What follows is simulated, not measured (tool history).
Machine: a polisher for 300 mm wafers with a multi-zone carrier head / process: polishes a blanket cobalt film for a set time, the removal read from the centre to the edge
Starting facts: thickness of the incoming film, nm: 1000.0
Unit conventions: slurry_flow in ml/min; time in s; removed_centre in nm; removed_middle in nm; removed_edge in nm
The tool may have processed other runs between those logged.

run 1 day=0 | slurry_flow=275 centre_zone=1 middle_zone=1 edge_zone=1 time=58 | removed_centre=358 removed_middle=353.86 removed_edge=346.51
run 2 day=0.096 | slurry_flow=300 centre_zone=1 middle_zone=1 edge_zone=1 time=58 | removed_centre=360.84 removed_middle=353.12 removed_edge=349
run 3 day=0.362 | slurry_flow=300 centre_zone=1 middle_zone=0.93 edge_zone=1 time=58 | removed_centre=363.48 removed_middle=336 removed_edge=351.13
run 4 day=0.421 | slurry_flow=300 centre_zone=1 middle_zone=0.95 edge_zone=1.01 time=59 | removed_centre=368.36 removed_middle=351.54 removed_edge=358.19
run 5 day=0.758 | slurry_flow=300 centre_zone=1 middle_zone=0.95 edge_zone=1.01 time=66 | removed_centre=413.13 removed_middle=391.37 removed_edge=398.01
run 6 day=0.825 | slurry_flow=300 centre_zone=1 middle_zone=1 edge_zone=1.01 time=66 | removed_centre=409.69 removed_middle=404.67 removed_edge=398.39
run 7 day=0.862 | slurry_flow=300 centre_zone=1 middle_zone=1.01 edge_zone=1.03 time=67 | removed_centre=418.4 removed_middle=413.86 removed_edge=410.79

Run 8, settings as shown, results not yet in. Your forecast:
run 8 day=1.012 | slurry_flow=300 centre_zone=1 middle_zone=1.03 edge_zone=1.04 time=67 | removed_centre=? removed_middle=? removed_edge=?

{"run 8": {"removed_centre": 420.08, "removed_middle": 435.36, "removed_edge": 406.96}}

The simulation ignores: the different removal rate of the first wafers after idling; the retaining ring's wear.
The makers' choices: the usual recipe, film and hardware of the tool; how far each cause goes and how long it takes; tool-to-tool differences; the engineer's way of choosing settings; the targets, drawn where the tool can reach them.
